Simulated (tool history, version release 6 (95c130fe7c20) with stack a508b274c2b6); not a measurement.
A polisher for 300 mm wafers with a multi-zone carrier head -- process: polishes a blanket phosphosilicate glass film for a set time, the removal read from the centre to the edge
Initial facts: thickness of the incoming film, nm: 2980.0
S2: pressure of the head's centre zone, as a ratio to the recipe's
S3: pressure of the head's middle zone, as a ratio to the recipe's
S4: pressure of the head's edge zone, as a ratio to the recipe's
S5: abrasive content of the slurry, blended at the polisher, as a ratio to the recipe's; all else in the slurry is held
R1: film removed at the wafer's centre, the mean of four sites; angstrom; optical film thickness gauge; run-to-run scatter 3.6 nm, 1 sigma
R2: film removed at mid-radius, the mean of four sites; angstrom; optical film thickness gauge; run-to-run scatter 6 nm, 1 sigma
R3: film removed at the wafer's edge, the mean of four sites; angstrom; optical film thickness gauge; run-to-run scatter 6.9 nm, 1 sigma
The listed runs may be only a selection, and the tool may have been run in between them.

run 1 hour=0 | flow_of_slurry_(ml/min)=260 S2=1 S3=1 S4=1 S5=1 polishing_time_(s)=40 | R1=4015.2 R2=4052.8 R3=4089.9
run 2 hour=1.5 | flow_of_slurry_(ml/min)=260 S2=1.06 S3=1 S4=1 S5=1 polishing_time_(s)=40 | R1=4291.4 R2=4090 R3=4101.8
run 3 hour=2.5 | flow_of_slurry_(ml/min)=260 S2=1.01 S3=1.04 S4=1.04 S5=1.15 polishing_time_(s)=42 | R1=4554.4 R2=4618 R3=4655.5
run 4 hour=7.3 | flow_of_slurry_(ml/min)=235 S2=1.01 S3=1.04 S4=1.04 S5=1.15 polishing_time_(s)=42 | R1=4557.4 R2=4564.7 R3=4639.9
run 5 hour=11.1 | flow_of_slurry_(ml/min)=255 S2=0.97 S3=1.08 S4=1.07 S5=1.25 polishing_time_(s)=44 | R1=4713.6 R2=5067.1 R3=5200.8
run 6 hour=17.3 | flow_of_slurry_(ml/min)=255 S2=0.97 S3=1.08 S4=1.04 S5=1.25 polishing_time_(s)=44 | R1=4723.6 R2=5142.9 R3=5057.3
run 7 hour=19.9 | flow_of_slurry_(ml/min)=255 S2=0.97 S3=1.08 S4=1.04 S5=1.25 polishing_time_(s)=44 | R1=4738.6 R2=5112.9 R3=5003.4
run 8 hour=25.6 | flow_of_slurry_(ml/min)=275 S2=0.94 S3=1.11 S4=1.07 S5=1.3 polishing_time_(s)=45 | R1=4813.4 R2=5419.6 R3=5248.9
run 9 hour=31.3 | flow_of_slurry_(ml/min)=260 S2=0.91 S3=1.13 S4=1.08 S5=1.35 polishing_time_(s)=47 | R1=4859.1 R2=5822.1 R3=5741.9
run 10 hour=39.6 | flow_of_slurry_(ml/min)=255 S2=0.9 S3=1.14 S4=1.08 S5=1.4 polishing_time_(s)=48 | R1=4992.6 R2=5990.1 R3=5759.7

Run 11 has not been measured yet. What should we expect?
run 11 hour=43.7 | flow_of_slurry_(ml/min)=275 S2=0.89 S3=1.15 S4=1.1 S5=1.45 polishing_time_(s)=49 | R1=? R2=? R3=?

Logged for run 11: R1 5140.9 angstrom, R2 6312 angstrom, R3 6102.6 angstrom.

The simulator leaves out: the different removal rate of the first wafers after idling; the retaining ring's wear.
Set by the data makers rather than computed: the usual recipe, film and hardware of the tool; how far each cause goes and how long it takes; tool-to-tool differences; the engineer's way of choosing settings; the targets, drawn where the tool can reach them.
